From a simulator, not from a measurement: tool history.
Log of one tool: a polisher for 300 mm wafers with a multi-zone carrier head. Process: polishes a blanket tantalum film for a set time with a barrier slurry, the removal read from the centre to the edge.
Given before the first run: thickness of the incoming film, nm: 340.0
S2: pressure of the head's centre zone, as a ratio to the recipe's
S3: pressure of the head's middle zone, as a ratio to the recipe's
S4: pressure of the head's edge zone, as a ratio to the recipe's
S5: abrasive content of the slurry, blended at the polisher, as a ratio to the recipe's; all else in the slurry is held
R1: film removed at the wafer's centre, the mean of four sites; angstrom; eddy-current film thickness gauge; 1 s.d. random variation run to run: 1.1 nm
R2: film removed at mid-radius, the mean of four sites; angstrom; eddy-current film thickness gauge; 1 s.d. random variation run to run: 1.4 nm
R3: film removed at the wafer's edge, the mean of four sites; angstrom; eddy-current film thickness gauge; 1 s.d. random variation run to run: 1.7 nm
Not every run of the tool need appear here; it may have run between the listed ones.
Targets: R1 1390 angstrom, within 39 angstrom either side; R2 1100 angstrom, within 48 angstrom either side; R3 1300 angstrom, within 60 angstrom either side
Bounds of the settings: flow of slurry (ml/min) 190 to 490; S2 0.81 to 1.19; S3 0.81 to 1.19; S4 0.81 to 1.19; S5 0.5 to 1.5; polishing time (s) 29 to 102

{"run": 1, "day": 0.0, "flow of slurry (ml/min)": 315, "S2": 1, "S3": 1, "S4": 1, "S5": 1, "polishing time (s)": 65, "R1": 992.78, "R2": 1010.4, "R3": 1050.8}
{"run": 2, "day": 0.208, "flow of slurry (ml/min)": 315, "S2": 1, "S3": 1, "S4": 1, "S5": 1, "polishing time (s)": 52, "R1": 790.84, "R2": 840.01, "R3": 842.66}
{"run": 3, "day": 0.5, "flow of slurry (ml/min)": 315, "S2": 0.93, "S3": 1, "S4": 1, "S5": 1, "polishing time (s)": 52, "R1": 746.84, "R2": 821.82, "R3": 810.38}
{"run": 4, "day": 0.654, "flow of slurry (ml/min)": 315, "S2": 0.93, "S3": 1, "S4": 0.96, "S5": 1, "polishing time (s)": 52, "R1": 749.69, "R2": 816.08, "R3": 817.23}
{"run": 5, "day": 0.908, "flow of slurry (ml/min)": 315, "S2": 0.93, "S3": 1, "S4": 1.01, "S5": 1, "polishing time (s)": 52, "R1": 743.54, "R2": 814.41, "R3": 838.69}
{"run": 6, "day": 1.2, "flow of slurry (ml/min)": 315, "S2": 0.93, "S3": 1, "S4": 1.01, "S5": 1.05, "polishing time (s)": 52, "R1": 764.94, "R2": 825.39, "R3": 854.77}
{"run": 7, "day": 1.454, "flow of slurry (ml/min)": 325, "S2": 0.98, "S3": 0.99, "S4": 1, "S5": 1.15, "polishing time (s)": 54, "R1": 870.95, "R2": 891.66, "R3": 882.97}
{"run": 8, "day": 1.758, "flow of slurry (ml/min)": 275, "S2": 1.08, "S3": 0.89, "S4": 1.1, "S5": 1.4, "polishing time (s)": 72, "R1": 1310.2, "R2": 1147.7, "R3": 1299.1}
{"run": 9, "day": 2.092, "flow of slurry (ml/min)": 280, "S2": 1.09, "S3": 0.88, "S4": 1.1, "S5": 1.4, "polishing time (s)": 72, "R1": 1341.5, "R2": 1136.3, "R3": 1329.2}

Pick the move, out of 4, that brings all results within their allowed miss; only one does.
{"run": "A", "day": 2.425, "flow of slurry (ml/min)": 275, "S2": 1.14, "S3": 0.87, "S4": 1.07, "S5": 1.5, "polishing time (s)": 70, "R1": "?", "R2": "?", "R3": "?"}
{"run": "B", "day": 2.425, "flow of slurry (ml/min)": 310, "S2": 1.14, "S3": 1.03, "S4": 1.05, "S5": 1.25, "polishing time (s)": 75, "R1": "?", "R2": "?", "R3": "?"}
{"run": "C", "day": 2.425, "flow of slurry (ml/min)": 265, "S2": 1.04, "S3": 0.94, "S4": 1.06, "S5": 1.45, "polishing time (s)": 71, "R1": "?", "R2": "?", "R3": "?"}
{"run": "D", "day": 2.425, "flow of slurry (ml/min)": 270, "S2": 1.12, "S3": 1.01, "S4": 1.04, "S5": 1.5, "polishing time (s)": 69, "R1": "?", "R2": "?", "R3": "?"}

move=A R1=1395.6 R2=1125.8 R3=1304.8
move=B R1=1446 R2=1340 R3=1328.8
move=C R1=1274 R2=1202.8 R3=1300.7
move=D R1=1349.3 R2=1254.5 R3=1263.6
A: hits every target within its allowed miss
B: moves the result that the last run missed by most past its target, out the other side
C: further off than the last run
D: further off than the last run
Go with A: it meets all targets.

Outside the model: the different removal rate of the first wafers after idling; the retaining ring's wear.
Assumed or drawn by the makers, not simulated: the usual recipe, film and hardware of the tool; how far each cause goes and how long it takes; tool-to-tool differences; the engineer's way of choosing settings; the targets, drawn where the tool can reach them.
